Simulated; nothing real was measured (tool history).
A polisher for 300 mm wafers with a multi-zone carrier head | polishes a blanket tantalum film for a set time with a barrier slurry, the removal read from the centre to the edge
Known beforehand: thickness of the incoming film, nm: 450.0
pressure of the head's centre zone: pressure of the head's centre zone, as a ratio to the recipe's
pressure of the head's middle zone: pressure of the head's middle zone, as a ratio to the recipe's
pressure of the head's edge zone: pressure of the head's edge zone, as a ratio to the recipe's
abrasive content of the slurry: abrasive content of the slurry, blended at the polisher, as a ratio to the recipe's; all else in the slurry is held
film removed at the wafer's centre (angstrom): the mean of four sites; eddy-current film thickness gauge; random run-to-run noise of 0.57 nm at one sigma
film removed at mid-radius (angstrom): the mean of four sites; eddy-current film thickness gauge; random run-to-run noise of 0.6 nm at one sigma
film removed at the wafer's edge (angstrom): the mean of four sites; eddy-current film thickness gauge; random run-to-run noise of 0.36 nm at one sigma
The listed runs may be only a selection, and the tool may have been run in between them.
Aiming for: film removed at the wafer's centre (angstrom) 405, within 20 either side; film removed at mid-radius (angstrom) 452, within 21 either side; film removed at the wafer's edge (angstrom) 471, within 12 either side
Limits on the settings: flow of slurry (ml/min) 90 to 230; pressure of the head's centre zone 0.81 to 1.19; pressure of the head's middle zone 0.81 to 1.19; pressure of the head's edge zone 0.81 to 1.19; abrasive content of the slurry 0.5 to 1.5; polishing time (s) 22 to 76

run	hour	flow of slurry (ml/min)	pressure of the head's centre zone	pressure of the head's middle zone	pressure of the head's edge zone	abrasive content of the slurry	polishing time (s)	film removed at the wafer's centre (angstrom)	film removed at mid-radius (angstrom)	film removed at the wafer's edge (angstrom)
1	0	150	1	1	1	1	49	585.07	575.7	588.11
2	3.2	150	1.07	1	1	1	49	618.57	593.85	583.53
3	7.3	150	1.07	1	1.07	1	49	622.31	589.2	608.69
4	13.8	150	1.01	1	1.07	1	49	600.81	573.81	608.4
5	17.5	150	1.01	1	0.99	1	49	596.23	600.73	580.21
# hour 22.1: worn pad replaced by a new one
6	22.1	145	0.99	1	0.99	0.95	49	612.42	618.06	615.61
7	28.9	145	0.97	1	0.99	1	48	602.55	610.66	615.95
8	35.1	145	0.96	1.01	1	0.95	46	563.49	574.63	579.07
9	43.8	145	0.94	1.01	1	0.95	44	536.95	577.61	550.31
10	50.9	140	0.92	1	1.01	0.95	43	496.48	547.46	540.34
11	51.5	140	0.92	0.99	1.01	0.9	43	484.69	506.13	528.31
12	58.5	140	0.91	0.99	1	0.85	43	478.4	514.84	510.61
13	61.8	140	0.91	0.99	1	0.85	43	478.96	520.59	515.91
14	67.4	140	0.9	0.98	1	0.85	43	479.63	503.3	521.34

5 candidate next runs follow, results not yet known. Just one meets every target within its allowed miss. Identify it.
A	73	140	0.81	0.92	1.01	0.7	45	?	?	?
B	73	110	0.81	1.01	1	0.85	43	?	?	?
C	73	155	0.87	0.99	1.09	0.9	36	?	?	?
D	73	95	0.81	1.06	1.14	1.05	37	?	?	?
E	73	95	0.85	1.1	1.01	0.8	45	?	?	?

move	film removed at the wafer's centre (angstrom)	film removed at mid-radius (angstrom)	film removed at the wafer's edge (angstrom)
A	414.79	461.52	494.09
B	404.04	490.32	491.8
C	405.09	449.04	465.71
D	355.8	453.06	471.75
E	406.43	512.37	487.27
A: closes in on the targets versus the last run, not all within tolerance yet
B: closes in on the targets versus the last run, not all within tolerance yet
C: in spec on every target
D: the worst result of the last run now meets its target, but another is out of spec
E: closes in on the targets versus the last run, not all within tolerance yet
Go with C: it meets all targets.

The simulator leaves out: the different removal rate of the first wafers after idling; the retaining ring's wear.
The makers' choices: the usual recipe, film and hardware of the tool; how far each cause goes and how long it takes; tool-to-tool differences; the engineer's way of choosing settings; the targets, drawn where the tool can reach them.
